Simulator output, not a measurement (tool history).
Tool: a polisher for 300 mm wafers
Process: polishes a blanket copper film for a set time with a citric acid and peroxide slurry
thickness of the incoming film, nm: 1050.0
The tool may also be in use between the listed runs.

run  hour  flow of slurry (ml/min)  pressure of the wafer on the pad (kPa)  speed of the pad under the wafer (cm/s)  abrasive content of the slurry  polishing time (s)  film removed (nm)
  1   0.0                      190                                    13.8                                       80                             1.0                  46             53.414
  2   8.9                      190                                    13.8                                       70                             1.0                  46             47.047
  3  15.1                      165                                    13.8                                       70                             1.0                  46             46.544
  4  22.0                      165                                    14.5                                       70                             1.0                  46             48.282
  5  25.6                      185                                    14.5                                       70                             1.0                  46             49.291
  6  31.5                      185                                    14.5                                       86                             1.0                  46             58.676
  7  40.3                      190                                    15.2                                       86                             1.0                  46             61.513

The next listed run, before its measurement:
  8  45.7                      195                                    15.9                                       86                             1.0                  46                  ?

{"run 8": {"film removed (nm)": 65.395}}

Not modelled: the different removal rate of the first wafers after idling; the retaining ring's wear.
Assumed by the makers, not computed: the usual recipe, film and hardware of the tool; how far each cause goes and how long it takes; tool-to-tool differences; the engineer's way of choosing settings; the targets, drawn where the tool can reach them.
